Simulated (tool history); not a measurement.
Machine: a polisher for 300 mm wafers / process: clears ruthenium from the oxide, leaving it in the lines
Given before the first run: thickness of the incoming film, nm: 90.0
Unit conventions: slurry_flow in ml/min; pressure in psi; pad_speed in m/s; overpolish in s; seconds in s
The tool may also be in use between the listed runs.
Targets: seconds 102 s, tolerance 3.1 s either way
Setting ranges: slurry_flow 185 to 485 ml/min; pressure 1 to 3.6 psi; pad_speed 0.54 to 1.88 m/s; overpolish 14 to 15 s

run	day	slurry_flow	pressure	pad_speed	overpolish	seconds
1	0	310	2.3	1.2	14	46.318
2	0.221	310	2.3	1.2	15	46.404
3	0.308	310	2.8	1.2	15	38.641
4	0.354	310	2.8	0.96	15	44.266
5	0.521	310	2.8	0.84	15	46.527
6	0.712	255	2.8	0.84	15	48.324
7	0.875	250	2.3	0.82	15	58.192
8	1.238	250	2	0.78	15	69.485
9	1.3	250	2	0.78	15	70.097
10	1.483	250	1.8	0.78	15	77.167
11	1.688	250	1.6	0.78	15	86.077
12	1.854	250	1.5	0.78	15	90.543

Which one of the following 5 next-run settings gets every result inside its allowed miss? There is exactly one.
A	2.021	190	1.4	0.66	14	?
B	2.021	335	1.5	0.56	14	?
C	2.021	250	1.8	0.84	14	?
D	2.021	240	1.7	0.84	15	?
E	2.021	370	1.5	0.96	15	?

move	seconds
A	109.04
B	102.12
C	73.313
D	77.853
E	78.266
A: takes the result that was furthest off past its target
B: each result inside its tolerance
C: the biggest miss grows against the last run
D: the biggest miss grows against the last run
E: the biggest miss grows against the last run
Correct choice: B, which meets every target
